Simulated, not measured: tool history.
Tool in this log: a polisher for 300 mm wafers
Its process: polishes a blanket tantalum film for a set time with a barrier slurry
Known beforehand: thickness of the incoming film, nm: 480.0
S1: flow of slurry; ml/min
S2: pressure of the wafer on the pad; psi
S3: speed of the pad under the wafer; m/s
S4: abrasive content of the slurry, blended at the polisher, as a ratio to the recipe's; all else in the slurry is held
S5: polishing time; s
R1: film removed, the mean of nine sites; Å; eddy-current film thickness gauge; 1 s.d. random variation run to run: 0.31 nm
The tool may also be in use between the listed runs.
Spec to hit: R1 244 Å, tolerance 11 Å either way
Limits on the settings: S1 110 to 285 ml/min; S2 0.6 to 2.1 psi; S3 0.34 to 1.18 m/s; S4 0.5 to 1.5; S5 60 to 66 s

{"run": 1, "hour": 0.0, "S1": 180, "S2": 1.3, "S3": 0.76, "S4": 1, "S5": 66, "R1": 477.32}
{"run": 2, "hour": 8.8, "S1": 180, "S2": 1.3, "S3": 0.76, "S4": 1.2, "S5": 66, "R1": 493.86}
{"run": 3, "hour": 17.3, "S1": 205, "S2": 1.3, "S3": 0.76, "S4": 1.2, "S5": 66, "R1": 500.58}
{"run": 4, "hour": 19.2, "S1": 205, "S2": 1.3, "S3": 0.84, "S4": 1.2, "S5": 66, "R1": 524.71}
{"run": 5, "hour": 27.0, "S1": 205, "S2": 1.2, "S3": 0.8, "S4": 1.2, "S5": 66, "R1": 489.04}
{"run": 6, "hour": 32.0, "S1": 205, "S2": 1.1, "S3": 0.76, "S4": 1.2, "S5": 66, "R1": 437.94}
{"run": 7, "hour": 39.3, "S1": 205, "S2": 1, "S3": 0.72, "S4": 1.2, "S5": 66, "R1": 392.83}
{"run": 8, "hour": 43.0, "S1": 205, "S2": 1, "S3": 0.7, "S4": 1.2, "S5": 66, "R1": 372.91}
{"run": 9, "hour": 49.9, "S1": 205, "S2": 1, "S3": 0.68, "S4": 1.2, "S5": 66, "R1": 379.54}
{"run": 10, "hour": 56.4, "S1": 205, "S2": 1, "S3": 0.66, "S4": 1.2, "S5": 66, "R1": 365.7}
{"run": 11, "hour": 57.9, "S1": 200, "S2": 0.6, "S3": 0.58, "S4": 1.2, "S5": 66, "R1": 226.97}
{"run": 12, "hour": 62.4, "S1": 200, "S2": 0.6, "S3": 0.58, "S4": 1.2, "S5": 66, "R1": 225.9}
{"run": 13, "hour": 63.2, "S1": 205, "S2": 0.6, "S3": 0.58, "S4": 1.2, "S5": 66, "R1": 223.84}

Which single option among these 5 for the next run brings every result within its allowed miss of target? Just one does.
{"run": "A", "hour": 64.0, "S1": 145, "S2": 1, "S3": 0.4, "S4": 1.1, "S5": 66, "R1": "?"}
{"run": "B", "hour": 64.0, "S1": 195, "S2": 0.7, "S3": 0.68, "S4": 1.25, "S5": 62, "R1": "?"}
{"run": "C", "hour": 64.0, "S1": 230, "S2": 0.7, "S3": 0.62, "S4": 1.3, "S5": 64, "R1": "?"}
{"run": "D", "hour": 64.0, "S1": 170, "S2": 0.6, "S3": 0.66, "S4": 1.15, "S5": 60, "R1": "?"}
{"run": "E", "hour": 64.0, "S1": 195, "S2": 0.6, "S3": 0.6, "S4": 1.25, "S5": 60, "R1": "?"}

move=A R1=250.8
move=B R1=271.94
move=C R1=271.97
move=D R1=220.2
move=E R1=215.56
A: all results land within tolerance of their targets
B: pushes the last run's worst result past its target
C: pushes the last run's worst result past its target
D: moves away from the targets compared with the last run
E: moves away from the targets compared with the last run
Move A is the one to make.
